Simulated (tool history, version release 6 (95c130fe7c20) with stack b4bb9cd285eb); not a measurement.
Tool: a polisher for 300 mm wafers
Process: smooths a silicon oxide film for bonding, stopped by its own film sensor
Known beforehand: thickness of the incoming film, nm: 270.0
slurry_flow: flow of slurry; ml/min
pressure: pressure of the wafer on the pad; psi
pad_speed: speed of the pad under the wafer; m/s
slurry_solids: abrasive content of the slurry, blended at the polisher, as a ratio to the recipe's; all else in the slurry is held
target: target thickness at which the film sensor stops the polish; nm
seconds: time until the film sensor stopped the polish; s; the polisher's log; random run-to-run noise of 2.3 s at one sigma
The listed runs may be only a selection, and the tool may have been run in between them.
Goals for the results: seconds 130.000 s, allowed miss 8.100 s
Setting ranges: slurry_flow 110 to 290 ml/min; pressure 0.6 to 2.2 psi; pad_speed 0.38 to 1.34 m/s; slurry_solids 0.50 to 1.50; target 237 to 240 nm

| run | day | slurry_flow | pressure | pad_speed | slurry_solids | target | seconds |
|---|---|---|---|---|---|---|---|
| 1 | 0.000 | 185 | 1.4 | 0.86 | 1.00 | 237 | 62.645 |
| 2 | 0.104 | 185 | 1.4 | 0.86 | 0.90 | 237 | 67.653 |
| 3 | 0.262 | 185 | 1.1 | 0.86 | 0.90 | 237 | 80.577 |
| 4 | 0.533 | 185 | 1.0 | 0.84 | 0.90 | 237 | 86.404 |
| 5 | 0.875 | 185 | 0.9 | 0.82 | 0.90 | 237 | 95.943 |
| 6 | 0.912 | 185 | 0.9 | 0.80 | 0.90 | 237 | 94.672 |
| 7 | 1.021 | 185 | 0.9 | 0.78 | 0.90 | 237 | 95.131 |
| 8 | 1.079 | 185 | 0.9 | 0.78 | 0.90 | 237 | 96.685 |
| 9 | 1.404 | 185 | 0.9 | 0.76 | 0.90 | 237 | 100.270 |
| 10 | 1.604 | 185 | 0.9 | 0.74 | 0.90 | 237 | 105.200 |
| 11 | 1.742 | 185 | 0.7 | 0.72 | 0.90 | 237 | 117.400 |

5 next moves are on the table. One of them brings every result within its allowed miss. Which?
| A | 1.879 | 250 | 0.8 | 0.58 | 1.25 | 238 | ? |
| B | 1.879 | 185 | 0.7 | 0.52 | 1.05 | 240 | ? |
| C | 1.879 | 235 | 0.6 | 0.70 | 1.15 | 238 | ? |
| D | 1.879 | 235 | 0.7 | 0.76 | 1.10 | 239 | ? |
| E | 1.879 | 195 | 0.6 | 0.78 | 0.80 | 240 | ? |

| move | seconds |
|---|---|
| A | 108.110 |
| B | 133.650 |
| C | 113.670 |
| D | 96.888 |
| E | 119.760 |
A: further off than the last run
B: each result inside its tolerance
C: further off than the last run
D: further off than the last run
E: better than the last run, though not everything is in spec
B meets every target.
